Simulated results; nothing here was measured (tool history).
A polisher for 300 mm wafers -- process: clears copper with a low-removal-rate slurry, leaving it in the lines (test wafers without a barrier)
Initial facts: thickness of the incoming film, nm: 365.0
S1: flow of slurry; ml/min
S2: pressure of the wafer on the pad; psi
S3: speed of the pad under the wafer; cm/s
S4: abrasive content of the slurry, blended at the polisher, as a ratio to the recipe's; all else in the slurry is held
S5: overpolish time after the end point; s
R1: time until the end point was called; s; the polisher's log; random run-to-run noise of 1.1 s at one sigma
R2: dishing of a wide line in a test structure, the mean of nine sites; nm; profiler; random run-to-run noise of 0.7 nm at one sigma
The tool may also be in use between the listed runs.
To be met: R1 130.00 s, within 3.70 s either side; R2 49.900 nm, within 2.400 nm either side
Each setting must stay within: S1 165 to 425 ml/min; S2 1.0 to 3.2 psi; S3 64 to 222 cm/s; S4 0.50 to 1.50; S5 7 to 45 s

run,day,S1,S2,S3,S4,S5,R1,R2
1,0.000,275,2.1,142,1.00,23,141.98,36.189
2,0.138,215,2.1,142,1.00,23,145.90,36.490
3,0.333,215,2.1,142,1.00,24,146.83,37.295
4,0.633,180,2.1,142,1.00,24,151.88,36.833
5,0.671,195,2.1,142,1.00,25,149.77,37.795
6,0.842,195,2.4,142,1.00,25,130.81,42.472
7,1.054,195,2.4,142,1.00,26,130.75,43.449
8,1.292,195,2.4,142,1.00,27,129.67,43.676
9,1.358,195,2.4,142,1.00,28,129.74,45.371
10,1.504,195,2.4,142,1.00,29,130.36,46.974
11,1.567,195,2.4,142,1.00,30,129.57,48.331

Exercise: of the 4 proposed moves below, exactly one satisfies all targets within the stated allowed misses. Which move is it?
A,1.629,265,2.3,144,0.95,28,?,?
B,1.629,165,2.2,168,0.80,33,?,?
C,1.629,195,2.0,158,1.35,29,?,?
D,1.629,170,1.9,190,0.95,27,?,?

move,R1,R2
A,130.26,44.941
B,129.77,49.976
C,132.69,44.875
D,127.78,43.656
A: the biggest miss grows against the last run
B: all results in spec
C: the biggest miss grows against the last run
D: the biggest miss grows against the last run
The move that meets every target is B.

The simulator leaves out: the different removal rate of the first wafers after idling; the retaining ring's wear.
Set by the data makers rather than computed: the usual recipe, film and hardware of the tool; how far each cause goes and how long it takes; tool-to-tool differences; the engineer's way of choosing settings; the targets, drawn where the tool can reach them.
